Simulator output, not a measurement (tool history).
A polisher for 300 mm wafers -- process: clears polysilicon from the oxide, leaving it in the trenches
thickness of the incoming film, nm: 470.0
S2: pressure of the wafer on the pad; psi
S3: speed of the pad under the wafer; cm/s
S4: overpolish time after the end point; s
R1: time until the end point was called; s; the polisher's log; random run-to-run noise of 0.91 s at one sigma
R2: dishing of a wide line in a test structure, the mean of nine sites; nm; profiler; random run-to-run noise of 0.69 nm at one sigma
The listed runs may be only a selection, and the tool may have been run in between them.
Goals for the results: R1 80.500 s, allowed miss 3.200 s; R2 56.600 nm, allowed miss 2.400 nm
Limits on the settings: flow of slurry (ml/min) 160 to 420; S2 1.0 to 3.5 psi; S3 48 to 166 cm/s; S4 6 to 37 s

run 1 hour=0.0 | flow_of_slurry_(ml/min)=270 S2=2.2 S3=106 S4=19 | R1=42.943 R2=57.847
run 2 hour=5.5 | flow_of_slurry_(ml/min)=270 S2=2.2 S3=88 S4=19 | R1=51.150 R2=55.665
run 3 hour=8.0 | flow_of_slurry_(ml/min)=270 S2=2.0 S3=88 S4=21 | R1=54.723 R2=56.548
run 4 hour=16.7 | flow_of_slurry_(ml/min)=310 S2=2.0 S3=88 S4=21 | R1=53.832 R2=55.774
run 5 hour=23.9 | flow_of_slurry_(ml/min)=310 S2=1.4 S3=88 S4=21 | R1=65.752 R2=54.183
run 6 hour=25.2 | flow_of_slurry_(ml/min)=310 S2=1.4 S3=110 S4=21 | R1=53.903 R2=57.982
run 7 hour=26.6 | flow_of_slurry_(ml/min)=290 S2=1.0 S3=82 S4=30 | R1=84.212 R2=55.075
run 8 hour=34.2 | flow_of_slurry_(ml/min)=290 S2=1.0 S3=82 S4=31 | R1=85.393 R2=55.423

Which of these 4 next moves meets every target?
run A hour=41.8 | flow_of_slurry_(ml/min)=215 S2=1.0 S3=78 S4=36 | R1=? R2=?
run B hour=41.8 | flow_of_slurry_(ml/min)=215 S2=1.0 S3=90 S4=31 | R1=? R2=?
run C hour=41.8 | flow_of_slurry_(ml/min)=265 S2=1.0 S3=78 S4=35 | R1=? R2=?
run D hour=41.8 | flow_of_slurry_(ml/min)=305 S2=1.1 S3=74 S4=35 | R1=? R2=?

move=A R1=92.311 R2=57.363
move=B R1=80.435 R2=57.274
move=C R1=89.905 R2=57.350
move=D R1=89.127 R2=57.414
A: lands further from the targets than the last run did
B: every result within its allowed miss
C: lands further from the targets than the last run did
D: lands further from the targets than the last run did
Move B is the one to make.
